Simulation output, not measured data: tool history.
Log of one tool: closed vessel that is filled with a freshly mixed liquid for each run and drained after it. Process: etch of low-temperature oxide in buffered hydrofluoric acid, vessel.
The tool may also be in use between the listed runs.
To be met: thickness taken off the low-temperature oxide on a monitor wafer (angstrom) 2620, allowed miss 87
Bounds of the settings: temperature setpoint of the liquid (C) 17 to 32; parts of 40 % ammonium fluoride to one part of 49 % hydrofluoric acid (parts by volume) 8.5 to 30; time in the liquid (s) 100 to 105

run	day	temperature setpoint of the liquid (C)	parts of 40 % ammonium fluoride to one part of 49 % hydrofluoric acid (parts by volume)	time in the liquid (s)	thickness taken off the low-temperature oxide on a monitor wafer (angstrom)
1	0	24	23	100	1361.9
2	0.162	24	23	105	1411.4
3	0.317	25.5	21.5	105	1624.6
4	0.496	27	20.5	105	1851.3
5	0.538	28.5	20.5	105	1938.9
6	0.767	28.5	20.5	100	1863.1
7	0.983	29	19.5	100	2046.1
8	1.175	29.5	19	100	2124.3
9	1.442	32	16	100	2887
10	1.642	31.5	16	100	2801.6
11	1.708	31	16	100	2727.8

Which of these 4 next moves meets every target?
A	1.775	25.5	11.5	100	?
B	1.775	31	16.5	105	?
C	1.775	29.5	15	105	?
D	1.775	31	16.5	100	?

move	thickness taken off the low-temperature oxide on a monitor wafer (angstrom)
A	2841.8
B	2806.8
C	2848.3
D	2673.2
A: further off than the last run
B: further off than the last run
C: further off than the last run
D: meets every target
Move D is the one to make.
